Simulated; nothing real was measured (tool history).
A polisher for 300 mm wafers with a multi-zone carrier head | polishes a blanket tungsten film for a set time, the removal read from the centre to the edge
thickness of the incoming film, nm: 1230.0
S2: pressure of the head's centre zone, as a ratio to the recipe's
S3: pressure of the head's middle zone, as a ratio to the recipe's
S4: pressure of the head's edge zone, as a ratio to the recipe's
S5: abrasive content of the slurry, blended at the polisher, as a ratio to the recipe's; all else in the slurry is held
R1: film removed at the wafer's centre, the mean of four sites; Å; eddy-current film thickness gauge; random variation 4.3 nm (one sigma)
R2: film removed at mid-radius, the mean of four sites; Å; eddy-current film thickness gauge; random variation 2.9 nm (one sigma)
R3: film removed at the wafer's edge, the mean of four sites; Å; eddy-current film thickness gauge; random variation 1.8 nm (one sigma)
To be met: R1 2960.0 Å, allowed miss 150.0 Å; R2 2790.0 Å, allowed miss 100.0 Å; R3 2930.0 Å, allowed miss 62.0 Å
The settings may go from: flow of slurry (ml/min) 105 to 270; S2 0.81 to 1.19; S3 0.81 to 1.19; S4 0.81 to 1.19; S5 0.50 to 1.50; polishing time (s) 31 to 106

run 1 hour=0.0 | flow_of_slurry_(ml/min)=175 S2=1.00 S3=1.00 S4=1.00 S5=1.00 polishing_time_(s)=68 | R1=3451.5 R2=3420.7 R3=3322.6
run 2 hour=5.4 | flow_of_slurry_(ml/min)=175 S2=1.09 S3=1.00 S4=1.00 S5=1.00 polishing_time_(s)=68 | R1=3708.1 R2=3526.7 R3=3345.4
run 3 hour=13.4 | flow_of_slurry_(ml/min)=165 S2=1.06 S3=0.98 S4=0.98 S5=0.95 polishing_time_(s)=68 | R1=3542.0 R2=3408.6 R3=3240.9
run 4 hour=15.2 | flow_of_slurry_(ml/min)=160 S2=1.04 S3=0.95 S4=0.97 S5=0.90 polishing_time_(s)=68 | R1=3474.4 R2=3230.0 R3=3211.6
run 5 hour=20.7 | flow_of_slurry_(ml/min)=160 S2=1.04 S3=0.95 S4=0.97 S5=1.00 polishing_time_(s)=68 | R1=3519.8 R2=3260.9 R3=3283.9
run 6 hour=22.3 | flow_of_slurry_(ml/min)=155 S2=1.02 S3=0.94 S4=0.95 S5=0.95 polishing_time_(s)=68 | R1=3310.4 R2=3175.2 R3=3228.4
run 7 hour=23.8 | flow_of_slurry_(ml/min)=125 S2=1.02 S3=0.86 S4=0.85 S5=0.75 polishing_time_(s)=67 | R1=3065.9 R2=2709.7 R3=2801.7
run 8 hour=27.6 | flow_of_slurry_(ml/min)=130 S2=1.01 S3=0.86 S4=0.86 S5=0.75 polishing_time_(s)=67 | R1=3105.5 R2=2755.3 R3=2828.5
run 9 hour=35.2 | flow_of_slurry_(ml/min)=130 S2=1.00 S3=0.86 S4=0.87 S5=0.75 polishing_time_(s)=67 | R1=2990.3 R2=2735.0 R3=2806.5
run 10 hour=40.2 | flow_of_slurry_(ml/min)=130 S2=1.00 S3=0.86 S4=0.88 S5=0.75 polishing_time_(s)=67 | R1=3098.2 R2=2688.1 R3=2843.9
run 11 hour=42.5 | flow_of_slurry_(ml/min)=130 S2=0.99 S3=0.87 S4=0.89 S5=0.75 polishing_time_(s)=67 | R1=3123.8 R2=2777.3 R3=2849.1

5 next moves are on the table. One of them brings every result within its allowed miss. Which?
run A hour=44.8 | flow_of_slurry_(ml/min)=180 S2=0.90 S3=0.81 S4=0.81 S5=1.50 polishing_time_(s)=59 | R1=? R2=? R3=?
run B hour=44.8 | flow_of_slurry_(ml/min)=105 S2=1.11 S3=0.82 S4=0.93 S5=0.75 polishing_time_(s)=69 | R1=? R2=? R3=?
run C hour=44.8 | flow_of_slurry_(ml/min)=135 S2=0.88 S3=0.81 S4=0.88 S5=1.05 polishing_time_(s)=67 | R1=? R2=? R3=?
run D hour=44.8 | flow_of_slurry_(ml/min)=125 S2=1.03 S3=0.91 S4=0.89 S5=0.55 polishing_time_(s)=76 | R1=? R2=? R3=?
run E hour=44.8 | flow_of_slurry_(ml/min)=145 S2=0.89 S3=0.85 S4=0.86 S5=1.25 polishing_time_(s)=65 | R1=? R2=? R3=?

move=A R1=2967.4 R2=2835.3 R3=2916.3
move=B R1=3328.5 R2=2669.4 R3=2954.6
move=C R1=2922.7 R2=2862.3 R3=3084.5
move=D R1=3294.3 R2=3056.9 R3=3034.4
move=E R1=3012.5 R2=3025.4 R3=3100.5
A: meets every target
B: brings the result that was furthest off to its target, and leaves another outside
C: takes the result that was furthest off past its target
D: takes the result that was furthest off past its target
E: takes the result that was furthest off past its target
Answer: A

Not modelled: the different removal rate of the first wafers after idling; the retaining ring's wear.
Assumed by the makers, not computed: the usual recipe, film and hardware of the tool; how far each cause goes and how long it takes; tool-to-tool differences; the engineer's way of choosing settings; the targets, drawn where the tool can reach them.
